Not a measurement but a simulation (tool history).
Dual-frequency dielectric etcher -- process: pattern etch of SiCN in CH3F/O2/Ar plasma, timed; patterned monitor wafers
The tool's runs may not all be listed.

| run | hour | source power (W) | bias power (W) | etch time (s) | mean etch depth across the wafer (Å) |
|---|---|---|---|---|---|
| 1 | 0 | 420 | 62 | 71.5 | 272.5 |
| 2 | 7.5 | 450 | 62 | 71.5 | 279.76 |
| 3 | 8.3 | 450 | 58 | 71.5 | 275.32 |
| 4 | 15.4 | 450 | 65 | 71.5 | 283.32 |
| 5 | 21.8 | 390 | 58 | 71.5 | 258.56 |
| 6 | 26.6 | 390 | 65 | 71.5 | 267.8 |
| 7 | 34.1 | 350 | 60 | 71.5 | 250.45 |
| 8 | 41.5 | 350 | 60 | 71.5 | 250.26 |
| 9 | 42 | 320 | 57 | 71.5 | 237.08 |
| 10 | 47.4 | 300 | 56 | 71.5 | 230.28 |
| 11 | 55 | 290 | 55 | 71.5 | 225.64 |

The next listed run, before its measurement:
| 12 | 58.1 | 280 | 55 | 71.5 | ? |

mean etch depth across the wafer (Å): 222.6

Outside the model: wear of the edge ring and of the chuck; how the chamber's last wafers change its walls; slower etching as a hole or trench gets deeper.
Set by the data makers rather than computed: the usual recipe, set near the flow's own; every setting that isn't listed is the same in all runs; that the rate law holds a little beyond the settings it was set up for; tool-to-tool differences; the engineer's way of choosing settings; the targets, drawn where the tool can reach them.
